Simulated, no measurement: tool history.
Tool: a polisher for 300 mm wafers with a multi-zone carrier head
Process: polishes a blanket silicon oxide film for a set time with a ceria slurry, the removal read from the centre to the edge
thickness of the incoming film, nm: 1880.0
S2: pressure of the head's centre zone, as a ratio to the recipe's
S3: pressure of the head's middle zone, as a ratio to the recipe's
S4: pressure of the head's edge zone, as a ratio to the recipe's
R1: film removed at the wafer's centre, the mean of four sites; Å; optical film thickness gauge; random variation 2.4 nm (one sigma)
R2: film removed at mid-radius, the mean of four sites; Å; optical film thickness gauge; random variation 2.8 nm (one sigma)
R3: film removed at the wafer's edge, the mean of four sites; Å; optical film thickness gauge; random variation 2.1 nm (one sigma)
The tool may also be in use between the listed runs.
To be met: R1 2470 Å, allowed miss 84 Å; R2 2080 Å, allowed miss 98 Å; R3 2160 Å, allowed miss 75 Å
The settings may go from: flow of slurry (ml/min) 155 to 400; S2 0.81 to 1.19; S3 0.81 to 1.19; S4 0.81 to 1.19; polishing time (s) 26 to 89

run 1 day=0 | flow_of_slurry_(ml/min)=255 S2=1 S3=1 S4=1 polishing_time_(s)=57 | R1=3576.1 R2=3673.5 R3=3697.7
run 2 day=0.221 | flow_of_slurry_(ml/min)=255 S2=1.05 S3=1 S4=1 polishing_time_(s)=57 | R1=3850.5 R2=3550.4 R3=3630.2
run 3 day=0.542 | flow_of_slurry_(ml/min)=255 S2=1.05 S3=0.92 S4=1 polishing_time_(s)=57 | R1=3807.5 R2=3416.7 R3=3585.3
run 4 day=0.758 | flow_of_slurry_(ml/min)=255 S2=1.05 S3=0.92 S4=1 polishing_time_(s)=50 | R1=3367.2 R2=2886.3 R3=3169.2
run 5 day=0.854 | flow_of_slurry_(ml/min)=255 S2=1.05 S3=0.92 S4=1.04 polishing_time_(s)=50 | R1=3352.3 R2=2915.4 R3=3277.2
run 6 day=1.208 | flow_of_slurry_(ml/min)=255 S2=1.05 S3=0.92 S4=1.04 polishing_time_(s)=64 | R1=4261.7 R2=3829.4 R3=4186.9
run 7 day=1.454 | flow_of_slurry_(ml/min)=255 S2=1.05 S3=0.91 S4=1.01 polishing_time_(s)=58 | R1=3900.9 R2=3324.7 R3=3713.6
run 8 day=1.675 | flow_of_slurry_(ml/min)=255 S2=1.04 S3=0.91 S4=0.98 polishing_time_(s)=53 | R1=3490.2 R2=3113.7 R3=3377.2
run 9 day=1.896 | flow_of_slurry_(ml/min)=255 S2=1.05 S3=0.92 S4=0.96 polishing_time_(s)=49 | R1=3309 R2=2850.9 R3=3046.1

Which of these 5 next moves meets every target?
run A day=2.117 | flow_of_slurry_(ml/min)=220 S2=1.05 S3=0.95 S4=0.96 polishing_time_(s)=35 | R1=? R2=? R3=?
run B day=2.117 | flow_of_slurry_(ml/min)=200 S2=0.99 S3=0.9 S4=0.89 polishing_time_(s)=37 | R1=? R2=? R3=?
run C day=2.117 | flow_of_slurry_(ml/min)=290 S2=1.03 S3=0.93 S4=0.96 polishing_time_(s)=34 | R1=? R2=? R3=?
run D day=2.117 | flow_of_slurry_(ml/min)=275 S2=1.05 S3=0.89 S4=0.87 polishing_time_(s)=36 | R1=? R2=? R3=?
run E day=2.117 | flow_of_slurry_(ml/min)=220 S2=1.13 S3=0.9 S4=0.96 polishing_time_(s)=32 | R1=? R2=? R3=?

move=A R1=2303.5 R2=2103.4 R3=2162.8
move=B R1=2264.3 R2=2094.4 R3=2184.1
move=C R1=2284.7 R2=2079.7 R3=2158.4
move=D R1=2446.7 R2=2110.5 R3=2175
move=E R1=2256.9 R2=1837.6 R3=1978.7
A: brings the result that was furthest off to its target, and leaves another outside
B: brings the result that was furthest off to its target, and leaves another outside
C: brings the result that was furthest off to its target, and leaves another outside
D: meets every target
E: takes the result that was furthest off past its target
Move D is the one to make.

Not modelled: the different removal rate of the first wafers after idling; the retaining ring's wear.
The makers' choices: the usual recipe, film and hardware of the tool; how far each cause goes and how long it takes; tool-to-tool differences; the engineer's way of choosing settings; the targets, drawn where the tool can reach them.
